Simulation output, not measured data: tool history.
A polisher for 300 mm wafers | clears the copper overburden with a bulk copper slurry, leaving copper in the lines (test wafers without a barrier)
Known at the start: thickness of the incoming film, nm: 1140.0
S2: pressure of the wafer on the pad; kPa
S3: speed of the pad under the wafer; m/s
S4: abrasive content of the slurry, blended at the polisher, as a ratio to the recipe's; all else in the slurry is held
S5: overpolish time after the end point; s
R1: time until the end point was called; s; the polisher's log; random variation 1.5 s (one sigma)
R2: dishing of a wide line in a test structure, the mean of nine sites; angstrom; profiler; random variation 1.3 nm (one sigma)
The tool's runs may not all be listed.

{"run": 1, "hour": 0.0, "flow of slurry (ml/min)": 240, "S2": 20, "S3": 1, "S4": 1, "S5": 27, "R1": 108.08, "R2": 976.48}
{"run": 2, "hour": 5.0, "flow of slurry (ml/min)": 240, "S2": 17.2, "S3": 1, "S4": 1, "S5": 27, "R1": 123.41, "R2": 949.16}
{"run": 3, "hour": 10.0, "flow of slurry (ml/min)": 240, "S2": 15.9, "S3": 1.02, "S4": 1, "S5": 21, "R1": 133.09, "R2": 804.1}
{"run": 4, "hour": 11.5, "flow of slurry (ml/min)": 240, "S2": 15.2, "S3": 1.02, "S4": 1, "S5": 18, "R1": 137.92, "R2": 719.44}
{"run": 5, "hour": 14.4, "flow of slurry (ml/min)": 240, "S2": 15.2, "S3": 1.2, "S4": 1, "S5": 18, "R1": 116.59, "R2": 782.55}
{"run": 6, "hour": 22.0, "flow of slurry (ml/min)": 240, "S2": 10.3, "S3": 1.2, "S4": 1, "S5": 18, "R1": 169.7, "R2": 579.35}

Run 7 comes next. What will it give?
{"run": 7, "hour": 30.3, "flow of slurry (ml/min)": 240, "S2": 11, "S3": 1.2, "S4": 1, "S5": 18, "R1": "?", "R2": "?"}

Run 7 gave R1 160.87 s, R2 617.25 angstrom.

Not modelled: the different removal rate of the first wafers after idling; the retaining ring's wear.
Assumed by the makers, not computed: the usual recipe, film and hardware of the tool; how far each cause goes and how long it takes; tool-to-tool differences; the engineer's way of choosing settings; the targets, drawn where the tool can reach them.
